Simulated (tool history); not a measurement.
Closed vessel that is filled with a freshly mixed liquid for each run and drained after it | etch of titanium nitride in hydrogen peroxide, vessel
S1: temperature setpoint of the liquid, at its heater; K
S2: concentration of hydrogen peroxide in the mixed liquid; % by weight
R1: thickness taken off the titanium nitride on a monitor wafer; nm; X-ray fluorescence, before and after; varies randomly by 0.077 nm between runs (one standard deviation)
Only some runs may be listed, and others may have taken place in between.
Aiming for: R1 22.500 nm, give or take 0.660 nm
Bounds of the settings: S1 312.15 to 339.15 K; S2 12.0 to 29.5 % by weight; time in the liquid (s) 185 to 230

Run 1, day 0.000: S1 328.15 K, S2 20.0 % by weight, time in the liquid (s) 230. Result: R1 11.586 nm.
Run 2, day 0.104: S1 328.15 K, S2 16.5 % by weight, time in the liquid (s) 230. Result: R1 11.162 nm.
Run 3, day 0.154: S1 328.15 K, S2 16.5 % by weight, time in the liquid (s) 185. Result: R1 8.953 nm.
Run 4, day 0.525: S1 331.15 K, S2 18.0 % by weight, time in the liquid (s) 185. Result: R1 11.266 nm.
Run 5, day 0.700: S1 333.65 K, S2 20.5 % by weight, time in the liquid (s) 190. Result: R1 14.055 nm.
Run 6, day 0.942: S1 333.65 K, S2 20.5 % by weight, time in the liquid (s) 230. Result: R1 16.993 nm.
Run 7, day 1.242: S1 334.65 K, S2 20.5 % by weight, time in the liquid (s) 230. Result: R1 18.272 nm.
Run 8, day 1.367: S1 335.65 K, S2 20.5 % by weight, time in the liquid (s) 230. Result: R1 19.457 nm.
Run 9, day 1.612: S1 336.15 K, S2 20.5 % by weight, time in the liquid (s) 230. Result: R1 20.062 nm.
Run 10, day 1.783: S1 336.65 K, S2 20.5 % by weight, time in the liquid (s) 230. Result: R1 20.895 nm.
Run 11, day 1.908: S1 337.15 K, S2 20.5 % by weight, time in the liquid (s) 230. Result: R1 21.533 nm.

Below are 4 possible settings for the next run. Only one of them brings all results inside the allowed miss of their targets. Which is it?
Run A, day 2.033: S1 338.65 K, S2 23.0 % by weight, time in the liquid (s) 210. Result: R1 ?.
Run B, day 2.033: S1 338.65 K, S2 19.5 % by weight, time in the liquid (s) 205. Result: R1 ?.
Run C, day 2.033: S1 338.15 K, S2 24.5 % by weight, time in the liquid (s) 205. Result: R1 ?.
Run D, day 2.033: S1 337.15 K, S2 19.5 % by weight, time in the liquid (s) 220. Result: R1 ?.

move      R1
   A  22.213
   B  20.927
   C  21.271
   D  20.339
A: all results in spec
B: misses by more than the last run did
C: misses by more than the last run did
D: misses by more than the last run did
A meets every target.
